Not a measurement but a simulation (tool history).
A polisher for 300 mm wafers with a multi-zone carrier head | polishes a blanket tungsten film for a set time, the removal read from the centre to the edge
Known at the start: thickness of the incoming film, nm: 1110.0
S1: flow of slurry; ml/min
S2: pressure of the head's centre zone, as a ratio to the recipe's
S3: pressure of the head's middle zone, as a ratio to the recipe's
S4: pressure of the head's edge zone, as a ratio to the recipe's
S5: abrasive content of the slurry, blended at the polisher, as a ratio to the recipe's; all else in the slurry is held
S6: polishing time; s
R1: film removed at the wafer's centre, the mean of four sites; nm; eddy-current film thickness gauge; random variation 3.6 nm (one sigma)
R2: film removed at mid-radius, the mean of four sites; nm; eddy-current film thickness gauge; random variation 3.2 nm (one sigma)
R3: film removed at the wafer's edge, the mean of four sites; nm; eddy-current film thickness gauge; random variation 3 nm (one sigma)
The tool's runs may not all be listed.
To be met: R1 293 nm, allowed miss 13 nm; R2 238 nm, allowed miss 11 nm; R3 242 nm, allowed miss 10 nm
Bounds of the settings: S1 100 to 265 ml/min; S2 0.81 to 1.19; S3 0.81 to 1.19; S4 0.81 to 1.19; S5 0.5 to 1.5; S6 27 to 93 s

run    day   S1    S2    S3    S4    S5  S6      R1      R2      R3
  1      0  170     1     1     1     1  59   360.4  350.52  366.74
  2  0.317  205     1     1     1     1  59  384.19   361.8  368.62
  3  0.638  205     1  1.04     1     1  59  373.71  372.26  365.35
  4  0.683  205     1  1.04     1     1  50  318.45  318.34  318.05
  5  0.958  190     1  1.04     1     1  50  323.51  316.86  309.72
  6      1  190     1  1.04     1  1.15  50  326.03  319.58  318.72
  7  1.171  190  1.02  1.02  0.98   1.1  47  306.49  301.17  291.68
  8  1.283  185  1.05  0.98  0.97  1.05  46   309.2  278.35  287.35
  9  1.429  170  1.13  0.98  0.87   0.8  42  278.63  240.63     233
 10  1.608  170  1.14  0.97  0.88   0.8  42  286.55  237.82  230.21

5 next moves are on the table. One of them brings every result within its allowed miss. Which?
  A  1.788  165  1.04  0.97  0.96  0.75  44   ?   ?   ?
  B  1.788  170  1.19  0.97  0.83  0.75  41   ?   ?   ?
  C  1.788  260  1.19  0.98  0.84   0.8  39   ?   ?   ?
  D  1.788  180  1.14  0.94  0.92  0.95  42   ?   ?   ?
  E  1.788  190  1.09  1.05  0.81  1.05  41   ?   ?   ?

move      R1      R2      R3
   A  263.85  244.78  246.23
   B  283.38  229.25  215.57
   C  292.64  236.87  218.67
   D  294.05  242.44  243.86
   E  282.93  264.79  230.56
A: brings the result that was furthest off to its target, and leaves another outside
B: further off than the last run
C: further off than the last run
D: meets every target
E: further off than the last run
Move D is the one to make.
